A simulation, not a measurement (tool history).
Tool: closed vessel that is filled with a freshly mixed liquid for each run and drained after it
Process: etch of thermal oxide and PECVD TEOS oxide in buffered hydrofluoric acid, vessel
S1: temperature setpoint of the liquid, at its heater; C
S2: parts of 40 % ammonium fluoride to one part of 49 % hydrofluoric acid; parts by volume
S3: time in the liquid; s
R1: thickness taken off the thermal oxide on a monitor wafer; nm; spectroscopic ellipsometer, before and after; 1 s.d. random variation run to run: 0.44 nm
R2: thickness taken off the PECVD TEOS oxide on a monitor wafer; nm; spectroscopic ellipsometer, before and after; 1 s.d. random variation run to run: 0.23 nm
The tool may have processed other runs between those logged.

{"run": 1, "day": 0.0, "S1": 22, "S2": 7.5, "S3": 60, "R1": 81.552, "R2": 81.699}
{"run": 2, "day": 0.317, "S1": 22, "S2": 7.5, "S3": 40, "R1": 55.085, "R2": 54.153}
{"run": 3, "day": 0.475, "S1": 22, "S2": 7.5, "S3": 50, "R1": 69.104, "R2": 67.723}
{"run": 4, "day": 0.525, "S1": 24, "S2": 7.5, "S3": 50, "R1": 76.014, "R2": 74.537}
{"run": 5, "day": 0.621, "S1": 24, "S2": 7.5, "S3": 65, "R1": 99.668, "R2": 97.873}
{"run": 6, "day": 0.7, "S1": 23, "S2": 8.0, "S3": 65, "R1": 87.979, "R2": 86.027}

For run 7, what comes out?
{"run": 7, "day": 1.0, "S1": 22, "S2": 8.5, "S3": 65, "R1": "?", "R2": "?"}

Run 7 gave R1 78.704 nm, R2 76.862 nm.

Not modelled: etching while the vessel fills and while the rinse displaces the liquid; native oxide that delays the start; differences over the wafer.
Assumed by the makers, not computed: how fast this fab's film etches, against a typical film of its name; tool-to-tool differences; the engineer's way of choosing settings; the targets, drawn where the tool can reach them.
